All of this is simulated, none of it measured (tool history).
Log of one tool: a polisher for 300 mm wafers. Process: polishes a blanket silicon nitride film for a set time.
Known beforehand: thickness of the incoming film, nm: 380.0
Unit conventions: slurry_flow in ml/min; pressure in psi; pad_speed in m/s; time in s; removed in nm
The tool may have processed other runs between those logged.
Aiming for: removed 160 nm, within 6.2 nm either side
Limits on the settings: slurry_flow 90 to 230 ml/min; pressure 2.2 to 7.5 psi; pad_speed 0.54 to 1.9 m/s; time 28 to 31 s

{"run": 1, "hour": 0.0, "slurry_flow": 150, "pressure": 4.8, "pad_speed": 1.22, "time": 31, "removed": 86.633}
{"run": 2, "hour": 5.4, "slurry_flow": 150, "pressure": 4, "pad_speed": 1.22, "time": 31, "removed": 71.573}
{"run": 3, "hour": 9.7, "slurry_flow": 150, "pressure": 4.3, "pad_speed": 1.22, "time": 31, "removed": 76.978}
{"run": 4, "hour": 17.1, "slurry_flow": 150, "pressure": 4.6, "pad_speed": 1.22, "time": 31, "removed": 83.346}
{"run": 5, "hour": 20.4, "slurry_flow": 150, "pressure": 3.8, "pad_speed": 1.22, "time": 31, "removed": 67.087}
{"run": 6, "hour": 28.4, "slurry_flow": 175, "pressure": 3.8, "pad_speed": 1.22, "time": 31, "removed": 70.423}
{"run": 7, "hour": 31.3, "slurry_flow": 175, "pressure": 4.1, "pad_speed": 1.22, "time": 31, "removed": 75.399}
{"run": 8, "hour": 36.6, "slurry_flow": 175, "pressure": 4.4, "pad_speed": 1.22, "time": 31, "removed": 81.624}
{"run": 9, "hour": 38.7, "slurry_flow": 175, "pressure": 4.7, "pad_speed": 1.22, "time": 31, "removed": 84.845}
{"run": 10, "hour": 46.6, "slurry_flow": 175, "pressure": 4.7, "pad_speed": 1.22, "time": 31, "removed": 85.02}
{"run": 11, "hour": 54.0, "slurry_flow": 185, "pressure": 6.1, "pad_speed": 1.28, "time": 31, "removed": 118.36}
{"run": 12, "hour": 56.9, "slurry_flow": 185, "pressure": 6.2, "pad_speed": 1.28, "time": 31, "removed": 117.93}

Which one of the following 4 next-run settings gets every result inside its allowed miss? There is exactly one.
{"run": "A", "hour": 59.8, "slurry_flow": 180, "pressure": 6.3, "pad_speed": 1.58, "time": 31, "removed": "?"}
{"run": "B", "hour": 59.8, "slurry_flow": 175, "pressure": 6.6, "pad_speed": 1.5, "time": 31, "removed": "?"}
{"run": "C", "hour": 59.8, "slurry_flow": 170, "pressure": 6.3, "pad_speed": 1.6, "time": 31, "removed": "?"}
{"run": "D", "hour": 59.8, "slurry_flow": 215, "pressure": 6.4, "pad_speed": 1.76, "time": 31, "removed": "?"}

move=A removed=138.16
move=B removed=138.44
move=C removed=138.32
move=D removed=155.92
A: nearer than the last run, and not there yet
B: nearer than the last run, and not there yet
C: nearer than the last run, and not there yet
D: every result lands within tolerance
Answer: D
